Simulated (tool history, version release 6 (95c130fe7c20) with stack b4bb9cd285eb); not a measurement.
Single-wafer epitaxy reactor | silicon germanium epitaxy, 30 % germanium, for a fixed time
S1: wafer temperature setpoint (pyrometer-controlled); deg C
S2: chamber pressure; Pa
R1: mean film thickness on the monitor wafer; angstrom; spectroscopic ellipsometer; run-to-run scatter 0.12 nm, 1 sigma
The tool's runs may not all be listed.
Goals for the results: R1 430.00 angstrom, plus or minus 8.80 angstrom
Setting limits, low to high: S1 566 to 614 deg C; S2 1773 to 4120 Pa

run,hour,S1,S2,R1
1,0.0,590,2946,508.42
2,5.9,588,2933,486.79
3,11.3,588,3373,518.86
4,16.0,585,3360,490.85
5,23.3,590,3360,534.39
6,27.5,597,3360,608.98
7,29.8,592,3346,552.31
8,31.1,588,3333,516.53
9,35.7,585,3320,487.18
10,36.9,583,3320,470.78
11,42.1,582,3320,460.56
12,45.5,581,3320,452.54
13,48.0,580,3320,445.09
14,49.4,580,3320,444.20
15,58.4,580,3320,443.82

Pick the move, out of 4, that brings all results within their allowed miss; only one does.
A,67.4,576,3240,?
B,67.4,580,3120,?
C,67.4,579,3626,?
D,67.4,585,2866,?

move,R1
A,407.21
B,431.55
C,452.12
D,456.01
A: takes the result that was furthest off past its target
B: every result lands within tolerance
C: lands further from the targets than the last run did
D: lands further from the targets than the last run did
Correct choice: B, which meets every target
